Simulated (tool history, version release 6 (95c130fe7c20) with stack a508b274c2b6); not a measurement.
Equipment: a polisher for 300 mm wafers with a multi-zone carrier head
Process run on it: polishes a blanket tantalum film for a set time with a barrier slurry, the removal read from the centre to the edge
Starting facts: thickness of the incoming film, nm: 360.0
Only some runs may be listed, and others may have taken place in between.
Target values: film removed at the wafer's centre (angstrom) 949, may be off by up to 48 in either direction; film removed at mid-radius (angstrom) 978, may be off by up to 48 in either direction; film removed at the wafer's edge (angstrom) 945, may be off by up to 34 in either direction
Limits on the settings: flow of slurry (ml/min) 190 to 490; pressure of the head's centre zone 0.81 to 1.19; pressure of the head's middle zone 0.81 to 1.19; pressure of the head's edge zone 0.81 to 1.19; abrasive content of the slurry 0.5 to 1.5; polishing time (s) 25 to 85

run  hour  flow of slurry (ml/min)  pressure of the head's centre zone  pressure of the head's middle zone  pressure of the head's edge zone  abrasive content of the slurry  polishing time (s)  film removed at the wafer's centre (angstrom)  film removed at mid-radius (angstrom)  film removed at the wafer's edge (angstrom)
  1     0                      315                                   1                                   1                                 1                               1                  55                                         759.37                                 741.61                                        719.6
  2   5.5                      315                                1.05                                   1                                 1                               1                  55                                         775.63                                  748.3                                        734.5
  3   9.7                      315                                1.05                                   1                                 1                               1                  46                                         690.54                                 617.54                                       615.52
  4  13.2                      315                                1.05                                1.01                              1.01                            1.05                  47                                         686.79                                 666.11                                       635.35
  5  21.1                      315                                1.05                                1.01                              1.01                            1.05                  56                                         820.49                                 759.32                                        749.2
  6  29.9                      270                                1.05                                1.01                              1.01                            1.05                  56                                         836.99                                 770.31                                       751.27
  7  33.8                      280                                1.04                                1.01                              1.02                             1.1                  56                                         824.64                                 797.82                                        777.4
  8  38.1                      280                                1.05                                1.01                              1.03                            1.15                  56                                         821.13                                 803.49                                       755.14
  9  40.6                      280                                1.05                                1.01                              1.03                            1.15                  57                                         861.95                                 805.97                                       789.98
 10  43.1                      285                                1.04                                1.01                              1.04                             1.2                  58                                         860.53                                 813.45                                       800.87
 11  50.6                      285                                1.03                                1.02                              1.04                             1.2                  59                                         865.69                                 859.65                                       841.92
 12  57.7                      285                                1.03                                1.03                              1.05                             1.2                  59                                         866.05                                 842.66                                       832.79
 13  58.7                      285                                1.03                                1.03                              1.05                            1.25                  59                                         875.43                                 862.15                                       844.71
 14  65.1                      285                                1.03                                1.04                              1.05                             1.3                  59                                         895.59                                 854.81                                       853.12
 15  70.3                      275                                1.03                                1.05                              1.05                             1.3                  59                                         876.25                                 867.33                                       848.15
 16  71.6                      275                                1.03                                1.06                              1.05                             1.3                  59                                         898.44                                    909                                        840.8

Below are 5 possible settings for the next run. Only one of them brings all results inside the allowed miss of their targets. Which is it?
  A  72.9                      250                                 1.1                                1.17                              0.97                             1.3                  55                                              ?                                      ?                                            ?
  B  72.9                      230                                1.19                                1.09                                 1                             1.2                  53                                              ?                                      ?                                            ?
  C  72.9                      220                                1.09                                1.11                              1.04                            1.25                  53                                              ?                                      ?                                            ?
  D  72.9                      250                                0.98                                1.02                              1.06                            1.35                  66                                              ?                                      ?                                            ?
  E  72.9                      330                                0.93                                0.87                              1.14                            1.35                  67                                              ?                                      ?                                            ?

move  film removed at the wafer's centre (angstrom)  film removed at mid-radius (angstrom)  film removed at the wafer's edge (angstrom)
   A                                          870.2                                 876.93                                       753.58
   B                                         883.95                                 774.99                                       720.54
   C                                          813.7                                 792.14                                       739.22
   D                                         936.35                                  944.1                                       954.01
   E                                         921.53                                 856.64                                       1022.7
A: lands further from the targets than the last run did
B: lands further from the targets than the last run did
C: lands further from the targets than the last run did
D: every result lands within tolerance
E: takes the biggest miss from the last run beyond its target
Correct choice: D, which meets every target
